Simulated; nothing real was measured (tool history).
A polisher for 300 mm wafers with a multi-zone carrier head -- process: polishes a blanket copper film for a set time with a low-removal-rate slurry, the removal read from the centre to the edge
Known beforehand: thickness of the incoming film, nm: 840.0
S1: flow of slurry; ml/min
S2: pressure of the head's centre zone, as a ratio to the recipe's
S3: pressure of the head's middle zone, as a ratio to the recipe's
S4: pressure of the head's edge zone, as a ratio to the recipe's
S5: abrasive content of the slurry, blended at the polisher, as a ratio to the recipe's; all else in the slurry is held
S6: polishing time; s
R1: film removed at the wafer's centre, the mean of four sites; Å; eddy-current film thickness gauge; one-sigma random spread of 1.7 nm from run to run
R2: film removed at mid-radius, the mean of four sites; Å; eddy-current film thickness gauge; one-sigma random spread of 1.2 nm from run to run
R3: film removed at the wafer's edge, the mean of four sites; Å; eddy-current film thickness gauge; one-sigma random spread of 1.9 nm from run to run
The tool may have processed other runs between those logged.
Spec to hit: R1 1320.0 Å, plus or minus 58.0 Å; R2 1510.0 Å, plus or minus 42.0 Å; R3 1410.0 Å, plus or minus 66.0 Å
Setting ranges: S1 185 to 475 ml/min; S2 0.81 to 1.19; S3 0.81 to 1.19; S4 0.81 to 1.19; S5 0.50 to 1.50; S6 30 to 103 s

Run 1, hour 0.0: S1 305 ml/min, S2 1.00, S3 1.00, S4 1.00, S5 1.00, S6 66 s. Result: R1 1709.8 Å, R2 1691.3 Å, R3 1620.3 Å.
Run 2, hour 8.9: S1 305 ml/min, S2 0.97, S3 0.99, S4 0.98, S5 0.95, S6 66 s. Result: R1 1569.1 Å, R2 1676.3 Å, R3 1643.0 Å.
Run 3, hour 10.6: S1 305 ml/min, S2 0.97, S3 0.99, S4 0.98, S5 0.95, S6 55 s. Result: R1 1312.3 Å, R2 1374.1 Å, R3 1361.0 Å.
Run 4, hour 11.7: S1 305 ml/min, S2 1.02, S3 0.99, S4 0.98, S5 0.95, S6 55 s. Result: R1 1392.1 Å, R2 1369.7 Å, R3 1313.9 Å.
Run 5, hour 12.4: S1 310 ml/min, S2 1.01, S3 1.00, S4 0.98, S5 0.95, S6 55 s. Result: R1 1370.1 Å, R2 1403.8 Å, R3 1324.2 Å.
Run 6, hour 17.4: S1 315 ml/min, S2 1.00, S3 1.01, S4 0.98, S5 0.95, S6 55 s. Result: R1 1358.3 Å, R2 1401.4 Å, R3 1322.9 Å.
Run 7, hour 24.6: S1 315 ml/min, S2 0.99, S3 1.02, S4 0.98, S5 0.95, S6 55 s. Result: R1 1348.5 Å, R2 1405.7 Å, R3 1320.8 Å.
Run 8, hour 25.7: S1 315 ml/min, S2 0.98, S3 1.03, S4 0.98, S5 0.95, S6 55 s. Result: R1 1332.4 Å, R2 1424.6 Å, R3 1367.9 Å.
Run 9, hour 31.8: S1 315 ml/min, S2 0.98, S3 1.04, S4 0.98, S5 0.95, S6 55 s. Result: R1 1343.0 Å, R2 1436.3 Å, R3 1333.7 Å.
Run 10, hour 38.8: S1 315 ml/min, S2 0.97, S3 1.05, S4 0.98, S5 0.95, S6 55 s. Result: R1 1298.7 Å, R2 1437.8 Å, R3 1353.1 Å.
Run 11, hour 44.8: S1 315 ml/min, S2 0.97, S3 1.06, S4 0.99, S5 0.95, S6 55 s. Result: R1 1355.2 Å, R2 1460.4 Å, R3 1327.4 Å.
Run 12, hour 49.9: S1 315 ml/min, S2 0.96, S3 1.06, S4 0.99, S5 0.95, S6 55 s. Result: R1 1319.6 Å, R2 1451.3 Å, R3 1317.3 Å.
Run 13, hour 50.5: S1 320 ml/min, S2 0.95, S3 1.06, S4 0.99, S5 0.95, S6 55 s. Result: R1 1291.1 Å, R2 1466.8 Å, R3 1346.9 Å.

4 candidate next runs follow, results not yet known. Just one meets every target within its allowed miss. Identify it.
Run A, hour 51.1: S1 320 ml/min, S2 0.88, S3 1.05, S4 1.02, S5 1.05, S6 53 s. Result: R1 ?, R2 ?, R3 ?.
Run B, hour 51.1: S1 290 ml/min, S2 0.97, S3 1.08, S4 1.00, S5 1.00, S6 52 s. Result: R1 ?, R2 ?, R3 ?.
Run C, hour 51.1: S1 210 ml/min, S2 0.87, S3 1.05, S4 0.94, S5 0.80, S6 67 s. Result: R1 ?, R2 ?, R3 ?.
Run D, hour 51.1: S1 345 ml/min, S2 0.91, S3 1.04, S4 0.97, S5 0.95, S6 58 s. Result: R1 ?, R2 ?, R3 ?.

move      R1      R2      R3
   A  1222.1  1449.1  1386.8
   B  1270.3  1415.4  1316.9
   C  1323.9  1594.3  1485.6
   D  1342.6  1534.8  1442.4
A: further off than the last run
B: further off than the last run
C: the result that was furthest off in the last run now lies on the other side of its target
D: all results land within tolerance of their targets
D is the move that brings every result within its allowed miss.
